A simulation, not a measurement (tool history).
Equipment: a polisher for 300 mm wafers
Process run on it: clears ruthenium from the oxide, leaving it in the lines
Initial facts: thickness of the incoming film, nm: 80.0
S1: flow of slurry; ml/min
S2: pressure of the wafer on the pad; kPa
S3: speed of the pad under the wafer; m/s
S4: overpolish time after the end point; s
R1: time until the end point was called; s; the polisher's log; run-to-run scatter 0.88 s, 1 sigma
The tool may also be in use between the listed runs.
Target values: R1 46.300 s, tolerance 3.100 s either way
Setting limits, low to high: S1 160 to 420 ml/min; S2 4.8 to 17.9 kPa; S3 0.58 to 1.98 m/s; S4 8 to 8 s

{"run": 1, "hour": 0.0, "S1": 270, "S2": 11.0, "S3": 1.28, "S4": 8, "R1": 76.88}
{"run": 2, "hour": 4.0, "S1": 270, "S2": 12.4, "S3": 1.28, "S4": 8, "R1": 67.79}
{"run": 3, "hour": 10.3, "S1": 270, "S2": 12.4, "S3": 1.28, "S4": 8, "R1": 66.123}
{"run": 4, "hour": 16.1, "S1": 270, "S2": 13.1, "S3": 1.3, "S4": 8, "R1": 63.891}
{"run": 5, "hour": 16.9, "S1": 270, "S2": 13.1, "S3": 1.46, "S4": 8, "R1": 61.525}
{"run": 6, "hour": 19.6, "S1": 270, "S2": 13.1, "S3": 1.46, "S4": 8, "R1": 59.041}
{"run": 7, "hour": 27.5, "S1": 270, "S2": 13.8, "S3": 1.48, "S4": 8, "R1": 56.399}
{"run": 8, "hour": 36.3, "S1": 270, "S2": 14.5, "S3": 1.5, "S4": 8, "R1": 53.233}
{"run": 9, "hour": 39.0, "S1": 270, "S2": 15.2, "S3": 1.52, "S4": 8, "R1": 50.354}

Consider the 4 candidate settings below. Which is the only one whose results all fall within their allowed miss of target?
{"run": "A", "hour": 41.7, "S1": 280, "S2": 15.2, "S3": 1.5, "S4": 8, "R1": "?"}
{"run": "B", "hour": 41.7, "S1": 205, "S2": 15.2, "S3": 1.54, "S4": 8, "R1": "?"}
{"run": "C", "hour": 41.7, "S1": 260, "S2": 15.9, "S3": 1.66, "S4": 8, "R1": "?"}
{"run": "D", "hour": 41.7, "S1": 175, "S2": 14.5, "S3": 1.54, "S4": 8, "R1": "?"}

move=A R1=50.508
move=B R1=51.614
move=C R1=45.506
move=D R1=55.456
A: neither nearer nor further off than the last run
B: moves away from the targets compared with the last run
C: each result inside its tolerance
D: moves away from the targets compared with the last run
Answer: C
